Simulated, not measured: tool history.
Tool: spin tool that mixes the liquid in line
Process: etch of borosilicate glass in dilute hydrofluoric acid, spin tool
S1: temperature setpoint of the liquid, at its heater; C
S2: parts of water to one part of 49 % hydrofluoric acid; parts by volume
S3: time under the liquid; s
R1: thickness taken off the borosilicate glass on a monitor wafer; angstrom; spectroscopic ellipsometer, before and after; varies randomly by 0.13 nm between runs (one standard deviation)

run 1 hour=0.0 | S1=22.0 S2=155 S3=150 | R1=230.66
run 2 hour=5.9 | S1=22.0 S2=155 S3=150 | R1=227.33
run 3 hour=9.4 | S1=21.0 S2=160 S3=150 | R1=213.00
run 4 hour=16.6 | S1=21.0 S2=115 S3=150 | R1=312.64
run 5 hour=20.9 | S1=21.0 S2=145 S3=150 | R1=236.42
run 6 hour=24.9 | S1=20.0 S2=150 S3=150 | R1=220.18

Run 7 is up next; what results do you expect?
run 7 hour=29.0 | S1=19.5 S2=155 S3=150 | R1=?

{"run 7": {"R1": 208.44}}
